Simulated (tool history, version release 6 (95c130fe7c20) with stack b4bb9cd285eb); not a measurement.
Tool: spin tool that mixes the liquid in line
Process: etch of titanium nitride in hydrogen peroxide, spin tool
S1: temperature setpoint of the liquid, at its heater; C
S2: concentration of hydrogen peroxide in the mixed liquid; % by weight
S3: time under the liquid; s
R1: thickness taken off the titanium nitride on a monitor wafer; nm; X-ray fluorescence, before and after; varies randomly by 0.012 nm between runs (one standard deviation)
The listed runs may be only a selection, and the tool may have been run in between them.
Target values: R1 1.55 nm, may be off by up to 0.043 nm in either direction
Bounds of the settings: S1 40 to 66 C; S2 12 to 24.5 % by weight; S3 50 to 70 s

run,hour,S1,S2,S3,R1
1,0,56,16.5,70,3.0711
2,5.3,56,16.5,50,2.188
3,10.1,61,16.5,50,3.1112
4,14.4,57.5,16.5,50,2.4526
5,21.3,55.5,16.5,50,2.1386
6,27.1,54.5,16.5,50,2.0088
7,34.8,53.5,16.5,50,1.8258
8,37.5,53,16.5,50,1.7692
9,40.5,52.5,16.5,50,1.7099
10,42,52.5,16.5,50,1.7277
# hour 49.6: heated supply line repaired
11,49.6,52,16.5,50,2.0905
12,55,49.5,16.5,50,1.7426
13,56.8,49,16.5,50,1.6838

Pick the move, out of 4, that brings all results within their allowed miss; only one does.
A,58.6,49.5,15.5,50,?
B,58.6,47.5,17.5,50,?
C,58.6,45,21.5,70,?
D,58.6,47,16.5,50,?

move,R1
A,1.7315
B,1.5355
C,1.8673
D,1.4617
A: moves away from the targets compared with the last run
B: meets every target
C: moves away from the targets compared with the last run
D: takes the biggest miss from the last run beyond its target
The move that meets every target is B.

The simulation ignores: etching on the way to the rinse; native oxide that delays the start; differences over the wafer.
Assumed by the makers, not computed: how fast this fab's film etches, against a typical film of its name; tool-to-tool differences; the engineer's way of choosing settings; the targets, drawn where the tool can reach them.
